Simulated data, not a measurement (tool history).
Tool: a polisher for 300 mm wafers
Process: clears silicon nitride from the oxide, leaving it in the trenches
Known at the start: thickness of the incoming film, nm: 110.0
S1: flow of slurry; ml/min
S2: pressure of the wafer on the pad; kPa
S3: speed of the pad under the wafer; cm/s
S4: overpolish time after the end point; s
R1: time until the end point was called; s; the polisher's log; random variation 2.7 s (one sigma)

{"run": 1, "hour": 0.0, "S1": 215, "S2": 16.5, "S3": 118, "S4": 13, "R1": 133.23}
{"run": 2, "hour": 2.7, "S1": 215, "S2": 16.5, "S3": 118, "S4": 10, "R1": 137.86}
{"run": 3, "hour": 6.0, "S1": 190, "S2": 16.5, "S3": 118, "S4": 10, "R1": 137.32}
{"run": 4, "hour": 9.6, "S1": 190, "S2": 16.5, "S3": 118, "S4": 13, "R1": 138.36}
{"run": 5, "hour": 14.5, "S1": 190, "S2": 14.5, "S3": 116, "S4": 13, "R1": 154.68}
{"run": 6, "hour": 15.9, "S1": 215, "S2": 14.5, "S3": 116, "S4": 13, "R1": 149.72}

Forecast run 7:
{"run": 7, "hour": 23.6, "S1": 210, "S2": 12.4, "S3": 114, "S4": 13, "R1": "?"}

Run 7 gave R1 175.9 s.
